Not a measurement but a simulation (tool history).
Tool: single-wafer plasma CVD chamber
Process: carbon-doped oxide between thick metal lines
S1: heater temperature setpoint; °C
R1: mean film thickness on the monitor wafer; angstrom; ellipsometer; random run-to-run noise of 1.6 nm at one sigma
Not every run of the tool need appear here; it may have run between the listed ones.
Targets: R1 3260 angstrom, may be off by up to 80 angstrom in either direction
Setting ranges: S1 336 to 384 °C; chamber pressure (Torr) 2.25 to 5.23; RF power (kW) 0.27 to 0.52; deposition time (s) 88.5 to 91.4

{"run": 1, "day": 0.0, "S1": 360, "chamber pressure (Torr)": 3.74, "RF power (kW)": 0.395, "deposition time (s)": 88.5, "R1": 3692.7}
{"run": 2, "day": 0.188, "S1": 366, "chamber pressure (Torr)": 3.74, "RF power (kW)": 0.395, "deposition time (s)": 88.5, "R1": 3672.5}
{"run": 3, "day": 0.308, "S1": 366, "chamber pressure (Torr)": 3.74, "RF power (kW)": 0.395, "deposition time (s)": 88.5, "R1": 3658.9}
{"run": 4, "day": 0.458, "S1": 366, "chamber pressure (Torr)": 3.74, "RF power (kW)": 0.445, "deposition time (s)": 88.5, "R1": 3894.9}
{"run": 5, "day": 0.783, "S1": 367, "chamber pressure (Torr)": 3.63, "RF power (kW)": 0.425, "deposition time (s)": 88.5, "R1": 3734.5}
{"run": 6, "day": 0.946, "S1": 368, "chamber pressure (Torr)": 3.44, "RF power (kW)": 0.42, "deposition time (s)": 88.5, "R1": 3708.1}
{"run": 7, "day": 1.2, "S1": 369, "chamber pressure (Torr)": 3.33, "RF power (kW)": 0.405, "deposition time (s)": 88.5, "R1": 3605.7}
{"run": 8, "day": 1.496, "S1": 370, "chamber pressure (Torr)": 3.22, "RF power (kW)": 0.395, "deposition time (s)": 88.5, "R1": 3549.1}
{"run": 9, "day": 1.654, "S1": 371, "chamber pressure (Torr)": 3.15, "RF power (kW)": 0.385, "deposition time (s)": 88.5, "R1": 3509.9}

Exercise: of the 4 proposed moves below, exactly one satisfies all targets within the stated allowed misses. Which move is it?
{"run": "A", "day": 1.812, "S1": 371, "chamber pressure (Torr)": 3.02, "RF power (kW)": 0.34, "deposition time (s)": 88.5, "R1": "?"}
{"run": "B", "day": 1.812, "S1": 372, "chamber pressure (Torr)": 2.94, "RF power (kW)": 0.35, "deposition time (s)": 91.4, "R1": "?"}
{"run": "C", "day": 1.812, "S1": 375, "chamber pressure (Torr)": 3.54, "RF power (kW)": 0.41, "deposition time (s)": 91.4, "R1": "?"}
{"run": "D", "day": 1.812, "S1": 376, "chamber pressure (Torr)": 3.58, "RF power (kW)": 0.395, "deposition time (s)": 90.4, "R1": "?"}

move=A R1=3254
move=B R1=3385
move=C R1=3693.2
move=D R1=3591.7
A: in spec on every target
B: nearer the targets than the last run, but a result is still out of spec
C: moves away from the targets compared with the last run
D: moves away from the targets compared with the last run
Correct choice: A, which meets every target
